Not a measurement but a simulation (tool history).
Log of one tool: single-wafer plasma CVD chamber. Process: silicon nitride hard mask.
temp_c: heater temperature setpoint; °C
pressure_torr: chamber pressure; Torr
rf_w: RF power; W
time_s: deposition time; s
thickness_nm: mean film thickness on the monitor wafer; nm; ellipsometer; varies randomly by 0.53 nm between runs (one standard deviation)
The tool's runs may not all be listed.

{"run": 1, "day": 0.0, "temp_c": 410, "pressure_torr": 1.39, "rf_w": 360, "time_s": 76.2, "thickness_nm": 93.835}
{"run": 2, "day": 0.208, "temp_c": 410, "pressure_torr": 1.47, "rf_w": 370, "time_s": 76.4, "thickness_nm": 96.884}
{"run": 3, "day": 0.567, "temp_c": 410, "pressure_torr": 1.53, "rf_w": 380, "time_s": 76.7, "thickness_nm": 99.788}
{"run": 4, "day": 0.725, "temp_c": 410, "pressure_torr": 1.53, "rf_w": 380, "time_s": 78.6, "thickness_nm": 102.31}
{"run": 5, "day": 1.083, "temp_c": 404, "pressure_torr": 1.53, "rf_w": 380, "time_s": 78.6, "thickness_nm": 103.02}
{"run": 6, "day": 1.312, "temp_c": 404, "pressure_torr": 1.58, "rf_w": 385, "time_s": 78.6, "thickness_nm": 104.36}
{"run": 7, "day": 1.379, "temp_c": 404, "pressure_torr": 1.62, "rf_w": 390, "time_s": 78.6, "thickness_nm": 105.98}

Estimate the outcome of run 8 from the log above:
{"run": 8, "day": 1.408, "temp_c": 404, "pressure_torr": 1.65, "rf_w": 395, "time_s": 78.6, "thickness_nm": "?"}

Run 8 yielded thickness_nm 106.630 nm.
